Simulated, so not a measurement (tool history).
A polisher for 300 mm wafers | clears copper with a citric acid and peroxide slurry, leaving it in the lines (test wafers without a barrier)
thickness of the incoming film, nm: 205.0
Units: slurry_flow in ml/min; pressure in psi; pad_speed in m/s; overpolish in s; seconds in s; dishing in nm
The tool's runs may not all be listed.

{"run": 1, "hour": 0.0, "slurry_flow": 220, "pressure": 2.5, "pad_speed": 1.4, "slurry_solids": 1, "overpolish": 13, "seconds": 77.694, "dishing": 26.37}
{"run": 2, "hour": 2.3, "slurry_flow": 220, "pressure": 2.8, "pad_speed": 1.42, "slurry_solids": 1, "overpolish": 15, "seconds": 66.856, "dishing": 33.569}
{"run": 3, "hour": 10.0, "slurry_flow": 170, "pressure": 2.8, "pad_speed": 1.42, "slurry_solids": 1, "overpolish": 15, "seconds": 68.129, "dishing": 31.559}
{"run": 4, "hour": 17.1, "slurry_flow": 175, "pressure": 2.9, "pad_speed": 1.44, "slurry_solids": 1, "overpolish": 17, "seconds": 66.466, "dishing": 37.476}
{"run": 5, "hour": 24.1, "slurry_flow": 175, "pressure": 2.9, "pad_speed": 1.44, "slurry_solids": 1, "overpolish": 21, "seconds": 67.369, "dishing": 44.505}
{"run": 6, "hour": 26.3, "slurry_flow": 215, "pressure": 2.9, "pad_speed": 1.44, "slurry_solids": 1, "overpolish": 21, "seconds": 66.205, "dishing": 45.558}
{"run": 7, "hour": 28.6, "slurry_flow": 215, "pressure": 3, "pad_speed": 1.44, "slurry_solids": 1, "overpolish": 21, "seconds": 61.763, "dishing": 49.749}
{"run": 8, "hour": 34.7, "slurry_flow": 220, "pressure": 3.1, "pad_speed": 1.44, "slurry_solids": 1, "overpolish": 21, "seconds": 60.777, "dishing": 49.616}

Run 9 comes next. What will it give?
{"run": 9, "hour": 35.3, "slurry_flow": 220, "pressure": 3.2, "pad_speed": 1.44, "slurry_solids": 1, "overpolish": 21, "seconds": "?", "dishing": "?"}

Run 9 gave seconds 57.093 s, dishing 51.181 nm.
